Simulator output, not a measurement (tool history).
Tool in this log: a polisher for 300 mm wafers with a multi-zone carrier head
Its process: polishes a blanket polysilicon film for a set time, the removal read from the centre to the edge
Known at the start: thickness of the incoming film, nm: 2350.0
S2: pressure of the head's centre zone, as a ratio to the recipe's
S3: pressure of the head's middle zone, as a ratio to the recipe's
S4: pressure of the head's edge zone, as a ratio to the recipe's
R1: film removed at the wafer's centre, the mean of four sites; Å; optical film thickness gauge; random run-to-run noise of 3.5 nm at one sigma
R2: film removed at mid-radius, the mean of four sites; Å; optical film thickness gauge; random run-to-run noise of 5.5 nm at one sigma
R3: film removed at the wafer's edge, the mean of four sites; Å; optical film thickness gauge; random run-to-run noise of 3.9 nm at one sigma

{"run": 1, "hour": 0.0, "flow of slurry (ml/min)": 135, "S2": 1, "S3": 1, "S4": 1, "polishing time (s)": 46, "R1": 3485.8, "R2": 3450, "R3": 3458.5}
{"run": 2, "hour": 6.7, "flow of slurry (ml/min)": 140, "S2": 0.99, "S3": 1.01, "S4": 1.02, "polishing time (s)": 47, "R1": 3576.4, "R2": 3584.8, "R3": 3599.5}
{"run": 3, "hour": 14.4, "flow of slurry (ml/min)": 120, "S2": 0.99, "S3": 1.01, "S4": 1.02, "polishing time (s)": 47, "R1": 3461, "R2": 3573.7, "R3": 3495.4}
{"run": 4, "hour": 20.5, "flow of slurry (ml/min)": 120, "S2": 1.03, "S3": 1.01, "S4": 1.02, "polishing time (s)": 47, "R1": 3559.3, "R2": 3481.7, "R3": 3525.9}
{"run": 5, "hour": 21.7, "flow of slurry (ml/min)": 125, "S2": 1.02, "S3": 1.03, "S4": 1.05, "polishing time (s)": 47, "R1": 3560.3, "R2": 3571.6, "R3": 3610}
{"run": 6, "hour": 23.4, "flow of slurry (ml/min)": 125, "S2": 1.02, "S3": 1.03, "S4": 1.05, "polishing time (s)": 54, "R1": 4088.6, "R2": 4168.5, "R3": 4147.9}
{"run": 7, "hour": 27.1, "flow of slurry (ml/min)": 125, "S2": 1.01, "S3": 1.03, "S4": 1.06, "polishing time (s)": 54, "R1": 4070.1, "R2": 4178.5, "R3": 4140.6}
{"run": 8, "hour": 30.1, "flow of slurry (ml/min)": 125, "S2": 1, "S3": 1.03, "S4": 1.07, "polishing time (s)": 54, "R1": 3968.3, "R2": 4102.2, "R3": 4182.2}

Forecast run 9:
{"run": 9, "hour": 38.2, "flow of slurry (ml/min)": 125, "S2": 1, "S3": 1.03, "S4": 1.07, "polishing time (s)": 54, "R1": "?", "R2": "?", "R3": "?"}

Run 9 produced R1 4012.2 Å, R2 4144.5 Å, R3 4194.6 Å.
